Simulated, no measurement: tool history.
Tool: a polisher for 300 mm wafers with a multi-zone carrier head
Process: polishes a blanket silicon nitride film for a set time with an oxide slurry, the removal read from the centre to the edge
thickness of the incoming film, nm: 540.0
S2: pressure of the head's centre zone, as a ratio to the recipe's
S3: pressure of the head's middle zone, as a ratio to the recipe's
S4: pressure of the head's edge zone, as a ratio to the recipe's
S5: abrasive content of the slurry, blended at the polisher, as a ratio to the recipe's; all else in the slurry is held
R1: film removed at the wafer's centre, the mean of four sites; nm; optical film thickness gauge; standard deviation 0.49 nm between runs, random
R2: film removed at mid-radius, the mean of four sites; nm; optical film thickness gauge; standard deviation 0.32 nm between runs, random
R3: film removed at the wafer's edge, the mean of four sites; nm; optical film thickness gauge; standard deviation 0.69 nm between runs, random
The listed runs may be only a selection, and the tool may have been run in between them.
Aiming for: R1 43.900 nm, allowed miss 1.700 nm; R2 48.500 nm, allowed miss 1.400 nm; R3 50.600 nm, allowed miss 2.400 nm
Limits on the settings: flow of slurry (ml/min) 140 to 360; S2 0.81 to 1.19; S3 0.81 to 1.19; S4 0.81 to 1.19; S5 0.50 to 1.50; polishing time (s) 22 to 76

Run 1, hour 0.0: flow of slurry (ml/min) 230, S2 1.00, S3 1.00, S4 1.00, S5 1.00, polishing time (s) 49. Result: R1 36.321 nm, R2 36.475 nm, R3 36.372 nm.
Run 2, hour 8.4: flow of slurry (ml/min) 230, S2 1.04, S3 1.00, S4 1.00, S5 1.00, polishing time (s) 49. Result: R1 37.037 nm, R2 37.103 nm, R3 36.298 nm.
Run 3, hour 16.3: flow of slurry (ml/min) 230, S2 1.04, S3 1.00, S4 1.00, S5 1.00, polishing time (s) 42. Result: R1 31.905 nm, R2 31.072 nm, R3 30.670 nm.
Run 4, hour 24.9: flow of slurry (ml/min) 230, S2 1.03, S3 1.01, S4 1.02, S5 1.05, polishing time (s) 43. Result: R1 33.595 nm, R2 33.269 nm, R3 32.614 nm.
Run 5, hour 30.9: flow of slurry (ml/min) 230, S2 1.03, S3 0.97, S4 1.02, S5 1.05, polishing time (s) 43. Result: R1 33.512 nm, R2 31.995 nm, R3 32.592 nm.
Run 6, hour 38.3: flow of slurry (ml/min) 230, S2 1.03, S3 0.97, S4 1.02, S5 1.05, polishing time (s) 54. Result: R1 42.375 nm, R2 40.650 nm, R3 39.479 nm.
Run 7, hour 40.5: flow of slurry (ml/min) 235, S2 1.00, S3 0.97, S4 1.04, S5 1.10, polishing time (s) 54. Result: R1 42.393 nm, R2 41.639 nm, R3 41.397 nm.
Run 8, hour 45.7: flow of slurry (ml/min) 280, S2 0.91, S3 1.05, S4 1.14, S5 1.30, polishing time (s) 54. Result: R1 41.882 nm, R2 48.374 nm, R3 48.808 nm.
Run 9, hour 53.4: flow of slurry (ml/min) 280, S2 0.91, S3 1.05, S4 1.15, S5 1.30, polishing time (s) 54. Result: R1 41.076 nm, R2 49.268 nm, R3 48.025 nm.
Run 10, hour 57.0: flow of slurry (ml/min) 280, S2 0.91, S3 1.04, S4 1.15, S5 1.30, polishing time (s) 54. Result: R1 41.844 nm, R2 48.584 nm, R3 48.523 nm.
Run 11, hour 62.3: flow of slurry (ml/min) 280, S2 0.91, S3 1.03, S4 1.16, S5 1.30, polishing time (s) 54. Result: R1 41.153 nm, R2 47.798 nm, R3 48.350 nm.

Next run, 4 choices. One meets every target within its allowed miss, the rest don't. Which?
Run A, hour 67.6: flow of slurry (ml/min) 260, S2 0.81, S3 0.98, S4 1.19, S5 1.20, polishing time (s) 57. Result: R1 ?, R2 ?, R3 ?.
Run B, hour 67.6: flow of slurry (ml/min) 300, S2 1.07, S3 1.05, S4 1.06, S5 1.00, polishing time (s) 57. Result: R1 ?, R2 ?, R3 ?.
Run C, hour 67.6: flow of slurry (ml/min) 340, S2 0.96, S3 1.05, S4 1.10, S5 1.30, polishing time (s) 51. Result: R1 ?, R2 ?, R3 ?.
Run D, hour 67.6: flow of slurry (ml/min) 285, S2 0.92, S3 0.99, S4 1.15, S5 1.35, polishing time (s) 55. Result: R1 ?, R2 ?, R3 ?.

move      R1      R2      R3
   A  37.077  46.417  50.053
   B  45.757  45.716  43.690
   C  41.943  46.713  45.338
   D  43.221  47.914  50.227
A: moves away from the targets compared with the last run
B: takes the biggest miss from the last run beyond its target
C: moves away from the targets compared with the last run
D: every result within its allowed miss
The right move is D.
